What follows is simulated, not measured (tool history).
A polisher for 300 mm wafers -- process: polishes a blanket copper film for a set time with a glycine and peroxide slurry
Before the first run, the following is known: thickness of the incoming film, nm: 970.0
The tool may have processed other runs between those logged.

run,hour,flow of slurry (ml/min),pressure of the wafer on the pad (psi),speed of the pad under the wafer (m/s),polishing time (s),film removed (nm)
1,0,200,2.1,1.16,51,250.49
2,8.6,200,2.1,1.44,51,298.53
3,17,200,2.1,1.44,46,266.12
4,18.5,195,1.9,1.44,46,248.72
5,26.4,190,1.7,1.44,46,234.57
6,30.1,175,1.7,1.44,46,230.74
7,36.1,175,1.6,1.42,46,219.15

Forecast run 8:
8,44.2,175,1.5,1.42,46,?

{"run 8": {"film removed (nm)": 212.54}}
